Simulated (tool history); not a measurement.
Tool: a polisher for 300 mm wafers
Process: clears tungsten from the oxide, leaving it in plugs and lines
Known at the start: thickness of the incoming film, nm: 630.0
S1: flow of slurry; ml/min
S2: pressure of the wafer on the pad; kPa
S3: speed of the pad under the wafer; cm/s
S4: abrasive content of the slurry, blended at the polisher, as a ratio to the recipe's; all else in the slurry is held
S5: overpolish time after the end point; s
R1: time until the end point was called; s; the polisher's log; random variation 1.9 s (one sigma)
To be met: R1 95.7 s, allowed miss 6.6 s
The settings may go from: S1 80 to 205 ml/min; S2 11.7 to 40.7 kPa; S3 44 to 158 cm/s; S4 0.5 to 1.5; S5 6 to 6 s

| run | hour | S1 | S2 | S3 | S4 | S5 | R1 |
|---|---|---|---|---|---|---|---|
| 1 | 0 | 135 | 26.2 | 100 | 1 | 6 | 124.97 |
| 2 | 8.3 | 135 | 26.2 | 100 | 1 | 6 | 122.9 |
| 3 | 17.3 | 135 | 27.6 | 100 | 1 | 6 | 117.97 |
| 4 | 21.1 | 135 | 22.8 | 100 | 1 | 6 | 136 |
| 5 | 27.7 | 135 | 22.8 | 74 | 1 | 6 | 186.43 |
| 6 | 29.5 | 135 | 18.6 | 74 | 1 | 6 | 222.56 |
| 7 | 34.5 | 135 | 22.1 | 76 | 1 | 6 | 183.52 |
| 8 | 40.7 | 135 | 24.8 | 78 | 1 | 6 | 163.75 |
| 9 | 48.4 | 135 | 26.9 | 80 | 1 | 6 | 145.37 |
| 10 | 55.5 | 135 | 26.9 | 80 | 1 | 6 | 147.25 |
| 11 | 63 | 135 | 29 | 82 | 1 | 6 | 136.85 |
| 12 | 69.7 | 135 | 31 | 84 | 1 | 6 | 123.03 |

4 next moves are on the table. One of them brings every result within its allowed miss. Which?
| A | 76.4 | 150 | 36.5 | 114 | 1 | 6 | ? |
| B | 76.4 | 140 | 29.6 | 108 | 1.2 | 6 | ? |
| C | 76.4 | 180 | 32.4 | 52 | 1 | 6 | ? |
| D | 76.4 | 125 | 30.3 | 72 | 1 | 6 | ? |

| move | R1 |
|---|---|
| A | 78.642 |
| B | 97.643 |
| C | 169.08 |
| D | 146.99 |
A: takes the result that was furthest off past its target
B: meets every target
C: further off than the last run
D: further off than the last run
Answer: B
